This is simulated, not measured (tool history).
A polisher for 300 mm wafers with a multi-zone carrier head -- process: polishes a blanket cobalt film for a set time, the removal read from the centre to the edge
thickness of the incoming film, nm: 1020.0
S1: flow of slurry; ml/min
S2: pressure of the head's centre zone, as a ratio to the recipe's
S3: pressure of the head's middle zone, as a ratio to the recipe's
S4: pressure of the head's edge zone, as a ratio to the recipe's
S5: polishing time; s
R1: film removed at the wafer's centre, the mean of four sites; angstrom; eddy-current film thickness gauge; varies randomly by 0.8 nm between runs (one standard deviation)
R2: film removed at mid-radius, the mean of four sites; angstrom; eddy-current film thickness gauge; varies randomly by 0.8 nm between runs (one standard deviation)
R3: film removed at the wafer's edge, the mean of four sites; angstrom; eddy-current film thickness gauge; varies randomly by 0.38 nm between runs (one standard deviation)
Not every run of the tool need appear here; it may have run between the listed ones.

| run | hour | S1 | S2 | S3 | S4 | S5 | R1 | R2 | R3 |
|---|---|---|---|---|---|---|---|---|---|
| 1 | 0.0 | 135 | 1.00 | 1.00 | 1.00 | 45 | 1200.30 | 1156.30 | 1160.50 |
| 2 | 5.5 | 125 | 0.98 | 0.98 | 0.97 | 41 | 1035.00 | 986.14 | 1042.50 |
| 3 | 12.0 | 125 | 0.98 | 0.98 | 0.97 | 45 | 1157.90 | 1097.90 | 1140.80 |
| 4 | 13.9 | 115 | 0.97 | 0.99 | 0.94 | 41 | 989.74 | 988.00 | 1018.10 |
| 5 | 20.7 | 110 | 0.98 | 0.99 | 0.92 | 37 | 895.49 | 888.38 | 888.92 |
| 6 | 21.4 | 105 | 0.98 | 0.98 | 0.91 | 34 | 838.94 | 799.18 | 811.67 |
| 7 | 26.5 | 100 | 0.97 | 0.98 | 0.90 | 32 | 733.15 | 718.35 | 762.91 |
| 8 | 30.0 | 100 | 0.97 | 0.98 | 0.89 | 30 | 688.36 | 677.49 | 700.38 |
| 9 | 36.3 | 90 | 0.91 | 0.93 | 0.82 | 22 | 458.65 | 458.24 | 479.74 |
| 10 | 42.5 | 95 | 0.91 | 0.94 | 0.83 | 22 | 478.73 | 479.83 | 491.69 |
| 11 | 47.5 | 95 | 0.92 | 0.95 | 0.84 | 22 | 469.43 | 491.49 | 495.29 |
| 12 | 55.2 | 95 | 0.93 | 0.95 | 0.85 | 22 | 489.48 | 492.53 | 498.17 |
| 13 | 56.5 | 95 | 0.94 | 0.96 | 0.87 | 22 | 505.94 | 483.35 | 505.18 |

Run 14, settings as shown, results not yet in. Your forecast:
| 14 | 57.7 | 95 | 0.94 | 0.98 | 0.88 | 22 | ? | ? | ? |

R1: 490.67 angstrom
R2: 508.06 angstrom
R3: 507.83 angstrom

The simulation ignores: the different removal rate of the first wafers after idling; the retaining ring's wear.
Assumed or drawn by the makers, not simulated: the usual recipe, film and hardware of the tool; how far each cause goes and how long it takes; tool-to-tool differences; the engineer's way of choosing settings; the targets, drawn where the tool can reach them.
